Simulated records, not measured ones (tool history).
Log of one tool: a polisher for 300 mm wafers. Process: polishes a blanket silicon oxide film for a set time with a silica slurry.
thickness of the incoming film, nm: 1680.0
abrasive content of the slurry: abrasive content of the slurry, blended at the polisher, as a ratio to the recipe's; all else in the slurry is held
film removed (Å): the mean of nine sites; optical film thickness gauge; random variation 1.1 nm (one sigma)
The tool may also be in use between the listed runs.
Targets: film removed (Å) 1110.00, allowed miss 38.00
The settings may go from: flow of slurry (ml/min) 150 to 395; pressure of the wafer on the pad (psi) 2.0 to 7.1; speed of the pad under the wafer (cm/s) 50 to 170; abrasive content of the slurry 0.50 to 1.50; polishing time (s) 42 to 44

run,hour,flow of slurry (ml/min),pressure of the wafer on the pad (psi),speed of the pad under the wafer (cm/s),abrasive content of the slurry,polishing time (s),film removed (Å)
1,0.0,250,4.5,110,1.00,42,1477.20
2,8.8,250,4.2,110,1.00,42,1399.80
3,10.9,250,4.2,90,1.00,42,1216.10
4,17.1,250,3.5,90,1.00,42,1070.10
5,21.8,250,2.7,90,1.00,42,866.73
6,24.5,250,2.9,90,1.00,42,916.78
7,27.3,250,3.1,90,1.00,42,951.04
8,32.4,250,3.2,90,1.00,42,987.60
9,37.4,250,3.3,90,1.00,42,988.24

5 next moves are on the table. One of them brings every result within its allowed miss. Which?
A,42.4,260,3.5,92,1.25,42,?
B,42.4,290,3.7,90,1.15,44,?
C,42.4,325,2.8,90,1.10,42,?
D,42.4,310,3.4,96,1.05,42,?
E,42.4,255,3.1,114,1.05,44,?

move,film removed (Å)
A,1176.20
B,1235.50
C,946.43
D,1109.40
E,1189.80
A: takes the result that was furthest off past its target
B: takes the result that was furthest off past its target
C: further off than the last run
D: meets every target
E: takes the result that was furthest off past its target
Move D is the one to make.
